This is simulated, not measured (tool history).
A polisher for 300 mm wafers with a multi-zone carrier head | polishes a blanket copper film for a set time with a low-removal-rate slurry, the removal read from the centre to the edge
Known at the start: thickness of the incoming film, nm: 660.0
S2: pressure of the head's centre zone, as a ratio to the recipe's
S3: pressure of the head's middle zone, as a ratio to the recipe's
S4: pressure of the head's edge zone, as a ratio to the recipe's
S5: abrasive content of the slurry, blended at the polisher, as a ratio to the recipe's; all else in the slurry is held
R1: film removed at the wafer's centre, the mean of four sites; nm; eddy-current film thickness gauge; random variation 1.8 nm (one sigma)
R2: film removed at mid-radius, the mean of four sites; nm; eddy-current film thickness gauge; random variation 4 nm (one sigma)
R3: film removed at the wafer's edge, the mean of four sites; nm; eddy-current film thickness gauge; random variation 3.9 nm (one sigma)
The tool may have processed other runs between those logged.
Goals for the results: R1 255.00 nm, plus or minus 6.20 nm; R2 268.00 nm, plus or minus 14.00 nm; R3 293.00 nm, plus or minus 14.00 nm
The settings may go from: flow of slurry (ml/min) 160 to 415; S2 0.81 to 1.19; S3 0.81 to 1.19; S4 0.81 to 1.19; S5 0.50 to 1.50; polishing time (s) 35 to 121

Run 1, hour 0.0: flow of slurry (ml/min) 265, S2 1.00, S3 1.00, S4 1.00, S5 1.00, polishing time (s) 78. Result: R1 239.27 nm, R2 237.89 nm, R3 234.24 nm.
Run 2, hour 1.2: flow of slurry (ml/min) 270, S2 0.99, S3 1.00, S4 1.03, S5 1.10, polishing time (s) 78. Result: R1 240.52 nm, R2 240.62 nm, R3 245.70 nm.
Run 3, hour 4.5: flow of slurry (ml/min) 320, S2 0.99, S3 1.00, S4 1.03, S5 1.10, polishing time (s) 78. Result: R1 242.77 nm, R2 250.08 nm, R3 239.51 nm.
Run 4, hour 9.2: flow of slurry (ml/min) 320, S2 0.99, S3 1.00, S4 1.03, S5 1.10, polishing time (s) 64. Result: R1 197.62 nm, R2 201.20 nm, R3 205.29 nm.
Run 5, hour 10.6: flow of slurry (ml/min) 310, S2 0.99, S3 1.01, S4 1.06, S5 1.15, polishing time (s) 67. Result: R1 211.04 nm, R2 207.98 nm, R3 216.95 nm.
Run 6, hour 19.0: flow of slurry (ml/min) 305, S2 0.97, S3 1.02, S4 1.07, S5 1.20, polishing time (s) 70. Result: R1 215.05 nm, R2 225.07 nm, R3 226.77 nm.
Run 7, hour 21.9: flow of slurry (ml/min) 295, S2 0.96, S3 1.02, S4 1.09, S5 1.25, polishing time (s) 72. Result: R1 221.12 nm, R2 235.31 nm, R3 233.48 nm.
Run 8, hour 27.8: flow of slurry (ml/min) 280, S2 0.95, S3 1.00, S4 1.11, S5 1.30, polishing time (s) 75. Result: R1 225.87 nm, R2 243.06 nm, R3 251.67 nm.
Run 9, hour 29.0: flow of slurry (ml/min) 275, S2 0.95, S3 0.99, S4 1.12, S5 1.35, polishing time (s) 76. Result: R1 230.72 nm, R2 248.64 nm, R3 260.50 nm.
Run 10, hour 35.5: flow of slurry (ml/min) 270, S2 0.95, S3 0.99, S4 1.13, S5 1.40, polishing time (s) 77. Result: R1 236.63 nm, R2 246.65 nm, R3 261.96 nm.
Run 11, hour 43.5: flow of slurry (ml/min) 270, S2 0.95, S3 0.99, S4 1.14, S5 1.40, polishing time (s) 78. Result: R1 239.88 nm, R2 249.07 nm, R3 256.68 nm.
Run 12, hour 50.6: flow of slurry (ml/min) 265, S2 0.94, S3 0.98, S4 1.14, S5 1.40, polishing time (s) 80. Result: R1 244.08 nm, R2 256.86 nm, R3 264.93 nm.

Which one of the following 4 next-run settings gets every result inside its allowed miss? There is exactly one.
Run A, hour 57.7: flow of slurry (ml/min) 265, S2 0.96, S3 0.93, S4 1.09, S5 1.50, polishing time (s) 77. Result: R1 ?, R2 ?, R3 ?.
Run B, hour 57.7: flow of slurry (ml/min) 265, S2 0.99, S3 0.92, S4 1.12, S5 1.50, polishing time (s) 76. Result: R1 ?, R2 ?, R3 ?.
Run C, hour 57.7: flow of slurry (ml/min) 210, S2 0.91, S3 0.93, S4 1.14, S5 1.50, polishing time (s) 87. Result: R1 ?, R2 ?, R3 ?.
Run D, hour 57.7: flow of slurry (ml/min) 300, S2 0.96, S3 1.03, S4 1.09, S5 1.40, polishing time (s) 81. Result: R1 ?, R2 ?, R3 ?.

move      R1      R2      R3
   A  239.02  239.96  257.20
   B  243.14  235.02  256.42
   C  250.64  265.81  291.00
   D  251.14  270.64  268.87
A: further off than the last run
B: further off than the last run
C: all results land within tolerance of their targets
D: nearer than the last run, and not there yet
C is the move that brings every result within its allowed miss.
